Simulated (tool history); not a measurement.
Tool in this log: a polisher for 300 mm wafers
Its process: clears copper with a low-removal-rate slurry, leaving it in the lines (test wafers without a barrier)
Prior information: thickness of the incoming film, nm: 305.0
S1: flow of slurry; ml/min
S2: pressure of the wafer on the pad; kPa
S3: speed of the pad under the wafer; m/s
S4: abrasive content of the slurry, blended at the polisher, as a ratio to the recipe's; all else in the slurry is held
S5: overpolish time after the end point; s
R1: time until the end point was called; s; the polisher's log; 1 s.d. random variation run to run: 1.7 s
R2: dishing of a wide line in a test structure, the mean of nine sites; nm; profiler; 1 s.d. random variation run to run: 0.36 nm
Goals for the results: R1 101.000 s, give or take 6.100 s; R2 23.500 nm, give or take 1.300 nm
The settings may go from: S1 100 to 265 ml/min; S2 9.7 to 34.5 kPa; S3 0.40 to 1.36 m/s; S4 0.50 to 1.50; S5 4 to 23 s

run,hour,S1,S2,S3,S4,S5,R1,R2
1,0.0,170,22.1,0.88,1.00,12,133.720,17.567
2,2.5,170,22.1,0.88,1.00,17,137.470,24.052
3,10.7,170,23.4,0.88,1.00,16,128.690,23.722
4,18.0,170,23.4,0.88,1.00,21,129.080,30.088
5,26.0,155,23.4,0.88,1.00,21,133.380,29.402
6,31.4,165,24.8,0.88,1.00,19,121.740,28.768
7,36.7,170,25.5,0.88,1.00,17,119.650,27.913
# hour 39.7: worn pad replaced by a new one
8,39.7,170,26.2,0.90,1.00,15,103.920,27.451
9,47.3,170,26.2,0.90,1.00,15,103.690,26.844
10,50.1,170,26.2,0.90,1.00,15,102.150,27.508
11,59.1,165,26.2,0.90,1.00,14,103.700,25.916

Consider the 5 candidate settings below. Which is the only one whose results all fall within their allowed miss of target?
A,68.1,190,29.6,1.00,0.90,12,?,?
B,68.1,140,30.3,1.02,0.90,12,?,?
C,68.1,140,24.8,1.02,0.95,12,?,?
D,68.1,195,32.4,0.88,1.00,10,?,?
E,68.1,115,24.1,0.92,0.95,14,?,?

move,R1,R2
A,86.245,26.831
B,85.834,26.949
C,102.550,23.288
D,86.228,23.281
E,119.650,23.268
A: its largest miss is bigger than the last run's
B: its largest miss is bigger than the last run's
C: meets every target
D: meets the target for the result that was furthest off, but another lies outside its allowed miss
E: meets the target for the result that was furthest off, but another lies outside its allowed miss
Answer: C
